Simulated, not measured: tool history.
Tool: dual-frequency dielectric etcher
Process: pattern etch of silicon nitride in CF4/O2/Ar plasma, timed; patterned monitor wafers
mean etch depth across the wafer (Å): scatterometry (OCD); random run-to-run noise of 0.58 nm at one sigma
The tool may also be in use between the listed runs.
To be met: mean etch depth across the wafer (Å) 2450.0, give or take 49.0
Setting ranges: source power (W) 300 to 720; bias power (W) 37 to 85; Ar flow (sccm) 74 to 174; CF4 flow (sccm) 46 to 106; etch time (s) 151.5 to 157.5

run	day	source power (W)	bias power (W)	Ar flow (sccm)	CF4 flow (sccm)	etch time (s)	mean etch depth across the wafer (Å)
1	0.000	510	61	124	76	151.5	3069.3
2	0.358	470	61	124	76	151.5	2802.8
3	0.404	470	61	109	76	151.5	2868.1
4	0.679	450	61	109	76	151.5	2743.0
5	1.008	450	61	94	76	151.5	2817.0
6	1.271	430	61	94	76	151.5	2672.1
7	1.542	420	61	94	76	151.5	2610.7
8	1.733	410	61	94	76	151.5	2554.5

Pick the move, out of 4, that brings all results within their allowed miss; only one does.
A	1.925	400	64	87	93	156.0	?
B	1.925	420	61	92	77	152.0	?
C	1.925	440	55	88	60	157.5	?
D	1.925	380	61	91	80	156.5	?

move	mean etch depth across the wafer (Å)
A	2682.7
B	2638.0
C	2723.2
D	2450.5
A: misses by more than the last run did
B: misses by more than the last run did
C: misses by more than the last run did
D: all results in spec
D is the move that brings every result within its allowed miss.
